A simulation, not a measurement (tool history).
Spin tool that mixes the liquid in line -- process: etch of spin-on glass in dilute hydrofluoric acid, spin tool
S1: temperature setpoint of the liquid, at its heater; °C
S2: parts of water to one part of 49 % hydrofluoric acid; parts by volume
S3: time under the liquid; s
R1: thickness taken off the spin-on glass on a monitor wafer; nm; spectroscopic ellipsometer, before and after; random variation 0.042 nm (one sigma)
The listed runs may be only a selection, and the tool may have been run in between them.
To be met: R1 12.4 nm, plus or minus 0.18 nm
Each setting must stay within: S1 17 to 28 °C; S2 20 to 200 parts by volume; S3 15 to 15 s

run 1 hour=0 | S1=20 S2=110 S3=15 | R1=4.1952
run 2 hour=1.4 | S1=20 S2=110 S3=15 | R1=4.146
run 3 hour=3.8 | S1=21 S2=100 S3=15 | R1=4.8314
run 4 hour=6.3 | S1=22 S2=90 S3=15 | R1=5.6482
run 5 hour=11.9 | S1=23 S2=85 S3=15 | R1=6.2714
run 6 hour=17 | S1=23 S2=110 S3=15 | R1=4.7092
run 7 hour=24.2 | S1=27 S2=65 S3=15 | R1=9.9018
run 8 hour=28.8 | S1=27.5 S2=55 S3=15 | R1=12.055

4 next moves are on the table. One of them brings every result within its allowed miss. Which?
run A hour=33.4 | S1=27 S2=55 S3=15 | R1=?
run B hour=33.4 | S1=26.5 S2=55 S3=15 | R1=?
run C hour=33.4 | S1=28 S2=55 S3=15 | R1=?
run D hour=33.4 | S1=19 S2=40 S3=15 | R1=?

move=A R1=11.856
move=B R1=11.62
move=C R1=12.338
move=D R1=11.92
A: moves away from the targets compared with the last run
B: moves away from the targets compared with the last run
C: meets every target
D: moves away from the targets compared with the last run
Answer: C
